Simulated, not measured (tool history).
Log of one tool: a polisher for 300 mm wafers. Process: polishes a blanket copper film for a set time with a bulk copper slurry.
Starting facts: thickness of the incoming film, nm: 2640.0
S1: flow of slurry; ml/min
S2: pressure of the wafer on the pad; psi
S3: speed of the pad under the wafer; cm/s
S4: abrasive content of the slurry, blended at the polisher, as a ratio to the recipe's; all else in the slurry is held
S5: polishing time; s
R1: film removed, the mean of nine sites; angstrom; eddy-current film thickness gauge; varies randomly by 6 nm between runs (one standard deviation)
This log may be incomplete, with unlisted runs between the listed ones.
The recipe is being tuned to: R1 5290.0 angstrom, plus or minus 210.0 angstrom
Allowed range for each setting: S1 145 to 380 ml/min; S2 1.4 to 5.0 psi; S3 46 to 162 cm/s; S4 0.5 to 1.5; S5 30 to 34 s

run	hour	S1	S2	S3	S4	S5	R1
1	0.0	245	3.2	104	1.0	34	3212.7
2	2.4	245	3.5	104	1.0	34	3552.3
3	5.3	245	3.8	104	1.0	34	3888.3
4	6.2	245	3.1	104	1.0	34	3194.7
5	10.0	200	3.1	104	1.0	34	3099.4
6	15.1	200	3.1	94	1.0	34	2811.9
7	20.7	200	3.5	96	1.0	34	3156.8
8	24.4	205	3.8	98	1.0	34	3537.0
9	28.9	210	4.1	100	1.0	34	3855.8
10	32.8	220	4.3	102	1.0	34	4259.0
11	38.6	235	5.0	104	1.0	34	5033.9
12	42.8	235	5.0	104	1.0	34	4999.9

4 next moves are on the table. One of them brings every result within its allowed miss. Which?
A	47.0	275	4.9	114	1.0	31	?
B	47.0	230	4.9	118	1.0	30	?
C	47.0	215	5.0	112	1.0	34	?
D	47.0	260	4.9	106	1.1	32	?

move	R1
A	5040.4
B	4928.9
C	5384.4
D	4935.9
A: nearer than the last run, and not there yet
B: its largest miss is bigger than the last run's
C: all results land within tolerance of their targets
D: its largest miss is bigger than the last run's
The right move is C.
